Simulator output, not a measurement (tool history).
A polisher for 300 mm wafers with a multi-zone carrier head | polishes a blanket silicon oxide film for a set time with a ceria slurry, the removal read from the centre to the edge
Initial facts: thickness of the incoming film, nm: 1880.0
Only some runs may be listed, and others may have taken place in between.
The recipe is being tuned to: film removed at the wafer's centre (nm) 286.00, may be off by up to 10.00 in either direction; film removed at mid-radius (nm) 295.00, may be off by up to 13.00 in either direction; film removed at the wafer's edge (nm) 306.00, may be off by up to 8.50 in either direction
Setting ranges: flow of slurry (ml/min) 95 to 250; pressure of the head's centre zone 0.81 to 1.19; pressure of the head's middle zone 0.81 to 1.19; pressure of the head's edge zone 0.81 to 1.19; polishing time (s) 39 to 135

run,day,flow of slurry (ml/min),pressure of the head's centre zone,pressure of the head's middle zone,pressure of the head's edge zone,polishing time (s),film removed at the wafer's centre (nm),film removed at mid-radius (nm),film removed at the wafer's edge (nm)
1,0.000,160,1.00,1.00,1.00,87,417.90,415.85,413.75
2,0.079,155,0.98,0.98,0.98,84,381.86,395.42,399.04
3,0.396,155,0.98,1.01,0.98,84,388.28,401.93,398.50
4,0.733,155,0.98,1.00,0.97,80,378.62,378.72,381.33
5,0.892,150,0.97,1.00,0.96,77,351.91,354.59,359.36
6,1.154,165,0.97,1.00,0.96,77,361.26,365.57,365.62
7,1.400,120,0.88,0.92,0.86,69,273.44,285.65,301.13
8,1.721,125,0.88,0.92,0.86,69,274.74,290.32,301.39
9,1.750,125,0.88,0.92,0.86,69,274.36,292.39,297.44

Consider the 5 candidate settings below. Which is the only one whose results all fall within their allowed miss of target?
A,1.779,120,0.83,0.88,0.90,74,?,?,?
B,1.779,135,0.90,1.04,0.86,69,?,?,?
C,1.779,130,0.93,0.95,0.92,68,?,?,?
D,1.779,115,0.81,1.01,0.86,74,?,?,?
E,1.779,110,0.84,0.92,0.81,79,?,?,?

move,film removed at the wafer's centre (nm),film removed at mid-radius (nm),film removed at the wafer's edge (nm)
A,272.26,296.31,323.57
B,285.52,327.57,302.53
C,287.60,296.25,303.99
D,262.22,328.53,315.02
E,285.81,319.95,326.60
A: moves away from the targets compared with the last run
B: brings the result that was furthest off to its target, and leaves another outside
C: all results in spec
D: moves away from the targets compared with the last run
E: brings the result that was furthest off to its target, and leaves another outside
Move C is the one to make.
